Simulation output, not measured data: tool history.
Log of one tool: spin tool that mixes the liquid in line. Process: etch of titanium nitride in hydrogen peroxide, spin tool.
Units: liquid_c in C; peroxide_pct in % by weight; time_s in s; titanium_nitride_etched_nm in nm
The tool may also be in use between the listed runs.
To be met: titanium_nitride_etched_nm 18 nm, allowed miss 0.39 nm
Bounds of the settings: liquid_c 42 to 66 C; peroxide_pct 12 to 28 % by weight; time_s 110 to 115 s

run  hour  liquid_c  peroxide_pct  time_s  titanium_nitride_etched_nm
  1     0        58            19     110                      10.003
  2   8.8      64.5            19     110                      15.626
  3  17.1      64.5            17     110                      15.275
  4  21.8      64.5          17.5     110                      15.196
  5  28.9      64.5            18     110                      15.551
  6  32.1        59            18     110                      10.624
  7  37.9        60          18.5     110                      11.495
  8  46.3        61            19     110                      12.266
  9  53.6      61.5          19.5     110                      12.817
 10  54.4        62          19.5     110                      13.355
 11  59.9      62.5          19.5     110                      13.682
       61  -- thermometer replaced
 12    61        63            20     110                      15.621
 13  64.7        64            20     110                      16.474
 14  73.2      64.5            20     110                      17.227

4 next moves are on the table. One of them brings every result within its allowed miss. Which?
  A  81.7        64            19     110                           ?
  B  81.7      62.5            22     115                           ?
  C  81.7      64.5          20.5     115                           ?
  D  81.7        63            20     115                           ?

move  titanium_nitride_etched_nm
   A                      16.563
   B                      16.169
   C                      18.193
   D                       16.38
A: further off than the last run
B: further off than the last run
C: meets every target
D: further off than the last run
Move C is the one to make.
